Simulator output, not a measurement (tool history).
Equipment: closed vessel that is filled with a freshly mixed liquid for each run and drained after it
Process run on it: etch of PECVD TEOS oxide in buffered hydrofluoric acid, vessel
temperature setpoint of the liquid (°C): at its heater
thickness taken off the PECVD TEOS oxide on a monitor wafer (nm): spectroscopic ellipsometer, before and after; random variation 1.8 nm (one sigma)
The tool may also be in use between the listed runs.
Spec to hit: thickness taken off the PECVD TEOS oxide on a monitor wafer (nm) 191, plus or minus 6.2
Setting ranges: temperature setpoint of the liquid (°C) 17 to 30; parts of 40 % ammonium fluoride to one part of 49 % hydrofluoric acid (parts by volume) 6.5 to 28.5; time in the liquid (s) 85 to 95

run    day  temperature setpoint of the liquid (°C)  parts of 40 % ammonium fluoride to one part of 49 % hydrofluoric acid (parts by volume)  time in the liquid (s)  thickness taken off the PECVD TEOS oxide on a monitor wafer (nm)
  1      0                                       22                                                                                     17.5                      85                                                            108.13
  2  0.033                                     19.5                                                                                     17.5                      85                                                            92.571
  3  0.192                                       21                                                                                       17                      85                                                            102.96
  4  0.288                                     22.5                                                                                     16.5                      85                                                            117.35
  5  0.546                                     22.5                                                                                     16.5                      85                                                            117.65
  6  0.871                                     23.5                                                                                     16.5                      85                                                            122.02
  7  1.175                                     23.5                                                                                     16.5                      85                                                            121.88
  8  1.408                                     27.5                                                                                       14                      85                                                            179.61

Below are 4 possible settings for the next run. Only one of them brings all results inside the allowed miss of their targets. Which is it?
  A  1.642                                       30                                                                                     18.5                      90                                                                 ?
  B  1.642                                     26.5                                                                                       14                      95                                                                 ?
  C  1.642                                     26.5                                                                                       15                      90                                                                 ?
  D  1.642                                     25.5                                                                                       15                      90                                                                 ?

move  thickness taken off the PECVD TEOS oxide on a monitor wafer (nm)
   A                                                            163.22
   B                                                            188.03
   C                                                            166.47
   D                                                            157.73
A: its largest miss is bigger than the last run's
B: all results land within tolerance of their targets
C: its largest miss is bigger than the last run's
D: its largest miss is bigger than the last run's
So the answer is move B, the one that meets all the targets.
